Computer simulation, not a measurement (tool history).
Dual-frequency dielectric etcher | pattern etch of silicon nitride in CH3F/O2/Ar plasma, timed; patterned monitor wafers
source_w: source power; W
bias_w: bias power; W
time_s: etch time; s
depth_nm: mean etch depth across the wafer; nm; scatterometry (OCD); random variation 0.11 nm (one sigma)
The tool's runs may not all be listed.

| run | day | source_w | bias_w | time_s | depth_nm |
|---|---|---|---|---|---|
| 1 | 0.000 | 430 | 68 | 43.0 | 31.955 |
| 2 | 0.354 | 410 | 65 | 43.0 | 31.005 |
| 3 | 0.450 | 390 | 62 | 43.0 | 29.707 |
| 4 | 0.696 | 380 | 61 | 43.0 | 29.168 |
| 5 | 0.812 | 420 | 61 | 43.0 | 30.722 |
| 6 | 0.904 | 420 | 61 | 39.5 | 28.496 |

Forecast run 7:
| 7 | 1.167 | 400 | 60 | 39.5 | ? |

{"run 7": {"depth_nm": 27.436}}

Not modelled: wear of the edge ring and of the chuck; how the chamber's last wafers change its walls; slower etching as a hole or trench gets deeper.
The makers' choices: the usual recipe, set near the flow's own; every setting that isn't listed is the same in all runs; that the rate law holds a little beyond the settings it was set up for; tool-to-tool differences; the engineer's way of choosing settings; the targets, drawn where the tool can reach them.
